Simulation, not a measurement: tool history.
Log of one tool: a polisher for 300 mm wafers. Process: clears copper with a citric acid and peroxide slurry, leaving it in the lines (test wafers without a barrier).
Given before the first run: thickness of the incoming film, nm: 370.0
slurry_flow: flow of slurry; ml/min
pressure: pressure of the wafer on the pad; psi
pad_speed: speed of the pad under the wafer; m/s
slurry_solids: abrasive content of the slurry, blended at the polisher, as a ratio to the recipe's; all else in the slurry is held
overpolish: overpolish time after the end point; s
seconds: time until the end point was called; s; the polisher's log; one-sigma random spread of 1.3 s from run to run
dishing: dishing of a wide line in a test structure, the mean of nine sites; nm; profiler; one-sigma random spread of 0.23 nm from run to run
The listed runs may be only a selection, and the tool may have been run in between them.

{"run": 1, "hour": 0.0, "slurry_flow": 265, "pressure": 2.7, "pad_speed": 1.42, "slurry_solids": 1, "overpolish": 13, "seconds": 108.72, "dishing": 30.881}
{"run": 2, "hour": 2.8, "slurry_flow": 265, "pressure": 2.7, "pad_speed": 1.42, "slurry_solids": 0.8, "overpolish": 13, "seconds": 115.17, "dishing": 30.052}
{"run": 3, "hour": 11.6, "slurry_flow": 275, "pressure": 2.6, "pad_speed": 1.42, "slurry_solids": 0.85, "overpolish": 11, "seconds": 115.51, "dishing": 25.06}
{"run": 4, "hour": 12.7, "slurry_flow": 275, "pressure": 2.6, "pad_speed": 1.42, "slurry_solids": 0.85, "overpolish": 5, "seconds": 116.71, "dishing": 12.172}
{"hour": 20.1, "done": "worn pad replaced by a new one"}
{"run": 5, "hour": 20.1, "slurry_flow": 265, "pressure": 2.6, "pad_speed": 1.42, "slurry_solids": 0.8, "overpolish": 6, "seconds": 111.51, "dishing": 14.863}
{"run": 6, "hour": 24.2, "slurry_flow": 265, "pressure": 2.6, "pad_speed": 1.24, "slurry_solids": 0.8, "overpolish": 6, "seconds": 122.2, "dishing": 13.451}
{"run": 7, "hour": 28.9, "slurry_flow": 265, "pressure": 2.6, "pad_speed": 1.24, "slurry_solids": 0.8, "overpolish": 6, "seconds": 122.97, "dishing": 13.561}

Run 8 is up next; what results do you expect?
{"run": 8, "hour": 38.0, "slurry_flow": 265, "pressure": 2.6, "pad_speed": 1.24, "slurry_solids": 0.8, "overpolish": 7, "seconds": "?", "dishing": "?"}

seconds: 124.64 s
dishing: 15.679 nm
